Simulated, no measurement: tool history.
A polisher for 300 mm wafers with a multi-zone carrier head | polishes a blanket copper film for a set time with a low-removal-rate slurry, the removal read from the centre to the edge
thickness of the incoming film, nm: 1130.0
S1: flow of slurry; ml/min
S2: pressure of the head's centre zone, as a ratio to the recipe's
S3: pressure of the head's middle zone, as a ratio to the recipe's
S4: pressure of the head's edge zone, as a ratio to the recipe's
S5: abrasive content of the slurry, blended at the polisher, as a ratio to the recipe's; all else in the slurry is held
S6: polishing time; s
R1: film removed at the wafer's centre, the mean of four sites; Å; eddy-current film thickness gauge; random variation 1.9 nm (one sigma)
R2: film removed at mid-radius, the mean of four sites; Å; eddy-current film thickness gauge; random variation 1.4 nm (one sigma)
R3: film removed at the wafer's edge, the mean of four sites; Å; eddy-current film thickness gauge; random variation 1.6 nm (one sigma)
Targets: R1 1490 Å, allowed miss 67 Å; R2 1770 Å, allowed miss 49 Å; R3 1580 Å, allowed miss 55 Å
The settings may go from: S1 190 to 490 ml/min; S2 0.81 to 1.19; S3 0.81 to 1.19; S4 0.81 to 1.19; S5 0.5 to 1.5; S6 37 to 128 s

Run 1, hour 0: S1 315 ml/min, S2 1, S3 1, S4 1, S5 1, S6 82 s. Result: R1 2496.5 Å, R2 2453.2 Å, R3 2426.5 Å.
Run 2, hour 6.4: S1 315 ml/min, S2 0.96, S3 1.01, S4 0.96, S5 0.85, S6 76 s. Result: R1 2118.1 Å, R2 2225.7 Å, R3 2094.1 Å.
Run 3, hour 8.3: S1 315 ml/min, S2 0.96, S3 1.01, S4 0.96, S5 0.85, S6 90 s. Result: R1 2480.4 Å, R2 2614.7 Å, R3 2491 Å.
Run 4, hour 13.2: S1 345 ml/min, S2 0.96, S3 1.01, S4 0.96, S5 0.85, S6 90 s. Result: R1 2532.7 Å, R2 2651.8 Å, R3 2536.4 Å.
Run 5, hour 18.8: S1 345 ml/min, S2 1.04, S3 1.01, S4 0.96, S5 0.85, S6 90 s. Result: R1 2800.8 Å, R2 2666.6 Å, R3 2523.8 Å.
Run 6, hour 21.2: S1 345 ml/min, S2 1.04, S3 1.01, S4 0.96, S5 0.75, S6 90 s. Result: R1 2670 Å, R2 2599 Å, R3 2453.4 Å.
Run 7, hour 23.7: S1 330 ml/min, S2 0.99, S3 1, S4 0.93, S5 0.7, S6 83 s. Result: R1 2254.8 Å, R2 2285.5 Å, R3 2123.8 Å.
Run 8, hour 32.5: S1 330 ml/min, S2 0.99, S3 1, S4 0.93, S5 0.7, S6 83 s. Result: R1 2299.3 Å, R2 2309.2 Å, R3 2177 Å.
Run 9, hour 33.2: S1 315 ml/min, S2 0.95, S3 1, S4 0.9, S5 0.65, S6 78 s. Result: R1 2026.9 Å, R2 2114.1 Å, R3 1956.5 Å.
Run 10, hour 36: S1 275 ml/min, S2 0.85, S3 0.99, S4 0.82, S5 0.5, S6 68 s. Result: R1 1430.6 Å, R2 1720.1 Å, R3 1510.5 Å.

4 next moves are on the table. One of them brings every result within its allowed miss. Which?
Run A, hour 38.8: S1 355 ml/min, S2 0.83, S3 0.97, S4 0.81, S5 0.55, S6 68 s. Result: R1 ?, R2 ?, R3 ?.
Run B, hour 38.8: S1 305 ml/min, S2 0.86, S3 1.03, S4 0.81, S5 0.5, S6 64 s. Result: R1 ?, R2 ?, R3 ?.
Run C, hour 38.8: S1 295 ml/min, S2 1.05, S3 1.11, S4 0.82, S5 0.5, S6 64 s. Result: R1 ?, R2 ?, R3 ?.
Run D, hour 38.8: S1 310 ml/min, S2 0.95, S3 1.11, S4 0.82, S5 0.5, S6 70 s. Result: R1 ?, R2 ?, R3 ?.

move      R1      R2      R3
   A  1493.4    1757  1598.4
   B    1399  1662.4  1451.8
   C  1695.6  1749.3  1454.2
   D  1690.9  1924.6  1597.1
A: meets every target
B: further off than the last run
C: further off than the last run
D: brings the result that was furthest off to its target, and leaves another outside
The right move is A.

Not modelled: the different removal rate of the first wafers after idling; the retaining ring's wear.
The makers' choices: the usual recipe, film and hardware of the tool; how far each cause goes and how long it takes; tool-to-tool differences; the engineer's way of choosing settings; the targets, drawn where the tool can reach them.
